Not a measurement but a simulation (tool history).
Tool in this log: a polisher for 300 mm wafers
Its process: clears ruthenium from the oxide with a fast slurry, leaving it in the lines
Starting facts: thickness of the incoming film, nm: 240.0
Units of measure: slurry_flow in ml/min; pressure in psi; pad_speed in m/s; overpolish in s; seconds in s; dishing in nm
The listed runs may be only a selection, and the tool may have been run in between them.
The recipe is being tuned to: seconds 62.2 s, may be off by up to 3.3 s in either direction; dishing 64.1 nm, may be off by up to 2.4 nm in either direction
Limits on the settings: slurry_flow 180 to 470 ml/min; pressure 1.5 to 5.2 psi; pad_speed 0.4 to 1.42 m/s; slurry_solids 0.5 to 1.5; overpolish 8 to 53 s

run,hour,slurry_flow,pressure,pad_speed,slurry_solids,overpolish,seconds,dishing
1,0,300,3.3,0.9,1,27,48.794,76.783
2,8.9,300,3.1,0.9,1,27,48.611,74.215
3,13.5,300,2.9,0.9,1,28,52.306,71.977
4,21.9,345,2.9,0.9,1,28,50.382,74.243
5,25.1,345,2.9,0.8,1,28,56.486,69.213
6,26.3,410,2.9,0.8,1,28,58.46,69.756
7,27.5,410,2.9,0.8,1,28,57.736,69.771
8,31.8,410,2.8,0.8,1,28,57.628,69.882
9,35.3,410,2.7,0.8,1,28,59.557,66.193
10,37.1,410,2.6,0.8,1,28,61.494,67.006

4 next moves are on the table. One of them brings every result within its allowed miss. Which?
A,38.9,470,3,0.66,1,32,?,?
B,38.9,425,2.5,0.74,1.05,34,?,?
C,38.9,365,2.4,0.74,1,34,?,?
D,38.9,380,2.3,0.82,1.05,27,?,?

move,seconds,dishing
A,67.446,68.613
B,65.852,72.353
C,69.23,70.134
D,62.669,64.412
A: moves away from the targets compared with the last run
B: moves away from the targets compared with the last run
C: moves away from the targets compared with the last run
D: all results land within tolerance of their targets
D meets every target.
